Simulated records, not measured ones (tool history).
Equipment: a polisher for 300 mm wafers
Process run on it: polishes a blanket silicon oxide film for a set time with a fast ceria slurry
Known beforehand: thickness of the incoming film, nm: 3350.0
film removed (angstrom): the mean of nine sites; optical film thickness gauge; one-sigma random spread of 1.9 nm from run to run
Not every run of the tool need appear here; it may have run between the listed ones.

run,hour,flow of slurry (ml/min),pressure of the wafer on the pad (kPa),speed of the pad under the wafer (m/s),polishing time (s),film removed (angstrom)
1,0,210,15.9,1.18,20,2740.9
2,7.5,210,13.1,1.12,20,2210.1
3,16.3,165,13.1,1.12,20,2237.8
4,19.7,165,15.9,1.12,20,2550.4
5,20.7,165,15.9,1.12,18,2336.9
6,29,165,13.1,1.08,18,1938.4
7,30.4,165,11,1.06,18,1656.4
8,37,165,10.3,1.06,18,1593.5
9,40.3,165,9.7,1.06,18,1507.3

What does the tool deliver on the next run?
10,45.8,165,9,1.06,18,?

film removed (angstrom): 1430.1

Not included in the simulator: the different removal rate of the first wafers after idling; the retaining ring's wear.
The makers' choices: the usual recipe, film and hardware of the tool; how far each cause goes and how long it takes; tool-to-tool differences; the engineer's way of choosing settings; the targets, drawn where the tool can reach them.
